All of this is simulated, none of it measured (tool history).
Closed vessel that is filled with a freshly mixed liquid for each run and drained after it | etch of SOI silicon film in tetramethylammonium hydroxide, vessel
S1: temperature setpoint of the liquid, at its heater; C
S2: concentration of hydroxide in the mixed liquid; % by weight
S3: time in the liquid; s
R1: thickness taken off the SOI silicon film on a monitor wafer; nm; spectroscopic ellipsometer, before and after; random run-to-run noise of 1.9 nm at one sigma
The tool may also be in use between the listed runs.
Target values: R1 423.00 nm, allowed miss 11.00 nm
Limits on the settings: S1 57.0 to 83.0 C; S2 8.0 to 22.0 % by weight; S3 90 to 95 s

run  hour    S1    S2  S3      R1
  1   0.0  70.0  15.0  90  569.51
  2   3.9  69.0  15.0  90  540.43
  3  12.0  69.0  15.0  90  537.53
  4  17.9  68.5  15.0  90  520.51
  5  22.1  68.5  17.5  90  492.82
  6  25.9  68.5  17.5  95  519.51
  7  29.4  68.5  17.5  95  520.72
  8  31.3  68.0  17.5  95  504.92
  9  32.3  67.5  17.5  95  495.17
 10  40.9  67.0  17.5  95  474.51
 11  48.9  66.5  17.5  95  463.67
 12  53.6  66.0  17.5  95  449.85
 13  59.6  65.5  17.5  95  439.14

Which single option among these 4 for the next run brings every result within its allowed miss of target? Just one does.
  A  65.6  66.5  16.0  90   ?
  B  65.6  66.5  21.0  95   ?
  C  65.6  66.0  15.5  90   ?
  D  65.6  66.0  17.5  95   ?

move      R1
   A  453.92
   B  427.59
   C  445.24
   D  449.97
A: misses by more than the last run did
B: all results land within tolerance of their targets
C: misses by more than the last run did
D: misses by more than the last run did
The right move is B.
